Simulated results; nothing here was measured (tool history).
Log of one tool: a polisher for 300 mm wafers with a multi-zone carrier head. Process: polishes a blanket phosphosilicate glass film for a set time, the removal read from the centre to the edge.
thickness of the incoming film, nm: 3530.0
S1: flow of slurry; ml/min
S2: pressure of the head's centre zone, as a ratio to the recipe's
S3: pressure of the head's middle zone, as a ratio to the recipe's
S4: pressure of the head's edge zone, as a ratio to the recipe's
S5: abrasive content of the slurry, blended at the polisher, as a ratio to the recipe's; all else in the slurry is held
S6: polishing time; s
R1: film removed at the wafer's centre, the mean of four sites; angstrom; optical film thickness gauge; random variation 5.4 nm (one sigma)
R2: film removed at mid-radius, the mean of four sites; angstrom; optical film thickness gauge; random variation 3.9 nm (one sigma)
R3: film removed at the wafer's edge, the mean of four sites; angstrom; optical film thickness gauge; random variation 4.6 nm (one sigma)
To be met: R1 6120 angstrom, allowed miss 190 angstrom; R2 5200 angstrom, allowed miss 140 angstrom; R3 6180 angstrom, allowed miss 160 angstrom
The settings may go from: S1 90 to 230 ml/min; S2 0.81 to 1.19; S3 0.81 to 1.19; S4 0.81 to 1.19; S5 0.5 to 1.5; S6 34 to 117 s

run  hour   S1    S2    S3    S4    S5  S6      R1      R2      R3
  1     0  150     1     1     1     1  75  4902.6  4608.6  4822.5
  2   6.6  150     1     1  1.05     1  75  4804.6  4668.8  4966.3
  3    13  160  1.03  0.98  1.08  1.05  75  5189.9  4709.1  5224.4
  4  18.2  160  1.03  0.91  1.08  1.05  75    5213  4446.5  5237.5
  5  25.7  175  1.03  0.91  1.08  1.05  75    5259    4470  5191.1
  6  27.4  175  1.03  0.91  1.08  1.05  66  4626.3  3962.2  4610.9
  7  33.9  165  1.05  0.93   1.1  1.15  67    4997  4247.8  4859.6
  8  36.6  160  1.05  0.92  1.12  1.25  68  5160.8    4313  5097.2
  9  41.1  165  1.05  0.93  1.13   1.3  69  5324.8  4625.9  5301.2
 10  48.6  165  1.05  0.92  1.14  1.35  70  5449.4  4675.2    5566
 11  49.3  175  1.06  0.92  1.15   1.4  70  5807.4  4764.7  5675.3
 12  57.9  180  1.05  0.93  1.16   1.4  70  5725.8    4827  5719.2
 13  60.5  185  1.05  0.93  1.17   1.4  70  5690.8  4833.7  5773.5
 14  63.6  190  1.05  0.93  1.17   1.4  70  5693.2    4879  5747.6
 15  65.7  190  1.05  0.93  1.18  1.45  71    5832  4965.6  5906.1

5 next moves are on the table. One of them brings every result within its allowed miss. Which?
  A  67.8  180     1  0.93  1.16   1.3  76   ?   ?   ?
  B  67.8  175  1.07   0.9  1.15   1.5  70   ?   ?   ?
  C  67.8  190  1.05  0.93  1.18  1.35  76   ?   ?   ?
  D  67.8  210  1.13  0.92  1.16   1.5  69   ?   ?   ?
  E  67.8  175  1.04  1.05  1.11  1.45  68   ?   ?   ?

move      R1      R2      R3
   A    5698  5099.5  5922.3
   B  5890.2  4793.7  5711.2
   C    6133  5218.6    6094
   D  6337.2  4952.9  5772.6
   E  5499.1  5238.1  5386.7
A: further off than the last run
B: further off than the last run
C: meets every target
D: further off than the last run
E: further off than the last run
Answer: C
